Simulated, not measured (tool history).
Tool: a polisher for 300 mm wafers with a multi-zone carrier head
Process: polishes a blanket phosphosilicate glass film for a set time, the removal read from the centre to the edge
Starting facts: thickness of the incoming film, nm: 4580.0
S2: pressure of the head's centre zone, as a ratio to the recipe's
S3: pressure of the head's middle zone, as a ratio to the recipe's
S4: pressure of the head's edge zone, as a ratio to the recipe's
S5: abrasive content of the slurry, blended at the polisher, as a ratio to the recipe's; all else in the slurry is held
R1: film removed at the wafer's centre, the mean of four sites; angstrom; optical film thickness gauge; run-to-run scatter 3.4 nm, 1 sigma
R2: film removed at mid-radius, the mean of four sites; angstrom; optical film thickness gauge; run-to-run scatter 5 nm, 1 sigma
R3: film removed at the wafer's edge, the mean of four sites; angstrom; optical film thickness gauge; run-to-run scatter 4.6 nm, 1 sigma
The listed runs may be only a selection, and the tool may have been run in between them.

run 1 hour=0.0 | flow_of_slurry_(ml/min)=135 S2=1.00 S3=1.00 S4=1.00 S5=1.00 polishing_time_(s)=64 | R1=5159.6 R2=5186.1 R3=5084.8
run 2 hour=6.7 | flow_of_slurry_(ml/min)=125 S2=0.97 S3=0.98 S4=0.97 S5=0.90 polishing_time_(s)=64 | R1=4685.4 R2=4660.8 R3=4873.8
run 3 hour=14.4 | flow_of_slurry_(ml/min)=125 S2=0.97 S3=0.98 S4=0.97 S5=0.90 polishing_time_(s)=48 | R1=3540.4 R2=3568.1 R3=3708.1
run 4 hour=18.5 | flow_of_slurry_(ml/min)=110 S2=0.97 S3=0.98 S4=0.97 S5=0.90 polishing_time_(s)=48 | R1=3357.9 R2=3443.8 R3=3544.4
run 5 hour=24.8 | flow_of_slurry_(ml/min)=125 S2=0.96 S3=0.99 S4=0.98 S5=0.90 polishing_time_(s)=48 | R1=3504.6 R2=3654.8 R3=3536.8
run 6 hour=29.3 | flow_of_slurry_(ml/min)=125 S2=0.90 S3=0.99 S4=0.98 S5=0.90 polishing_time_(s)=48 | R1=3306.1 R2=3591.5 R3=3592.7
run 7 hour=34.2 | flow_of_slurry_(ml/min)=135 S2=0.89 S3=0.98 S4=1.00 S5=0.95 polishing_time_(s)=48 | R1=3437.0 R2=3825.1 R3=3839.7

Run 8 comes next. What will it give?
run 8 hour=36.3 | flow_of_slurry_(ml/min)=145 S2=0.90 S3=0.97 S4=1.00 S5=0.95 polishing_time_(s)=48 | R1=? R2=? R3=?

Logged for run 8: R1 3568.8 angstrom, R2 3877.2 angstrom, R3 3894.4 angstrom.
